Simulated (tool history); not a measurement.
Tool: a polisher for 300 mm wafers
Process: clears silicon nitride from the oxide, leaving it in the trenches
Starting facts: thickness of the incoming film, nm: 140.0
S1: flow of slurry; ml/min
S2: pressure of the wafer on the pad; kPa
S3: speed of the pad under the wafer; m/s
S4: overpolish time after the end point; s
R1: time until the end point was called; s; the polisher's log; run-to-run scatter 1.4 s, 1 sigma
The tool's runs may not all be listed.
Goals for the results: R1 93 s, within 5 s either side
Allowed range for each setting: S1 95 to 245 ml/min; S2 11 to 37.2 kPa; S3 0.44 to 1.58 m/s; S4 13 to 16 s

run  hour   S1    S2  S3  S4      R1
  1     0  155  24.1   1  16  111.85
  2   3.8  155  24.8   1  16  112.98
  3  12.1  115  24.8   1  16  120.61
  4  17.5  115  24.8   1  13  117.45
  5  21.3  115  26.9   1  13  109.25
  6  28.4  115  21.4   1  13  137.62
  7  31.7  120  22.1   1  13     137
  8  37.2  125  22.8   1  13  122.55
  9  43.1  130  23.4   1  13  125.01
 10    46  130  24.1   1  13  120.38

Exactly one of the 5 candidate moves below puts every result within its allowed miss. Which one?
  A  48.9  135  24.8  1.24  16   ?
  B  48.9  135  26.2  1.06  13   ?
  C  48.9  150  17.2  0.86  14   ?
  D  48.9  100  22.1  0.94  16   ?
  E  48.9  180  26.2  1.28  13   ?

move      R1
   A   95.36
   B  104.98
   C  188.29
   D  146.28
   E  84.207
A: hits every target within its allowed miss
B: better than the last run, though not everything is in spec
C: misses by more than the last run did
D: misses by more than the last run did
E: the result that was furthest off in the last run now lies on the other side of its target
Move A is the one to make.

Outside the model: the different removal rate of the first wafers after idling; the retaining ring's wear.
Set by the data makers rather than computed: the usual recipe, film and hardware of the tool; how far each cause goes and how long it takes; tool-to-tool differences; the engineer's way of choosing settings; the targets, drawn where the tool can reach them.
